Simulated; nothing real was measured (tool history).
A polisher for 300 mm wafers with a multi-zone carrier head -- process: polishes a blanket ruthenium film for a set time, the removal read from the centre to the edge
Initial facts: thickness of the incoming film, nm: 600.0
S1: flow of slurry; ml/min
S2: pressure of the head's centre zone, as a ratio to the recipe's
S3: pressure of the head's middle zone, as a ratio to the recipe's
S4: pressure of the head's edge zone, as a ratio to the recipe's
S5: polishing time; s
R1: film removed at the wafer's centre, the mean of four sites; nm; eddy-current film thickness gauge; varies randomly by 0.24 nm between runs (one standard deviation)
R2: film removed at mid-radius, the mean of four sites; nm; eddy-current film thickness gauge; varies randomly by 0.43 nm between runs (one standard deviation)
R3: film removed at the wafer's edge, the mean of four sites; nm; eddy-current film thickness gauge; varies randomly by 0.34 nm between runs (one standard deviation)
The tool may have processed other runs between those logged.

run,hour,S1,S2,S3,S4,S5,R1,R2,R3
1,0,240,1,1,1,47,52.721,51.829,54.53
2,7.5,240,1.04,1,1,47,54.55,51.367,54.133
3,11.9,240,1.12,1,1,47,59.101,52.111,54.219
4,20.3,235,1.08,0.99,1,45,54.317,49.334,52.258
5,26.2,195,1.08,0.99,1,45,51.793,47.913,50.418
6,28.7,190,1.05,0.98,0.99,43,48.369,46.001,47.812
7,31.7,185,1.02,0.96,0.99,42,45.8,42.907,47.119
8,38.5,180,1,0.96,0.99,41,43.328,42.122,45.548

For run 9, what comes out?
9,44.2,175,0.98,0.95,0.98,40,?,?,?

R1: 40.829 nm
R2: 40.703 nm
R3: 44.56 nm
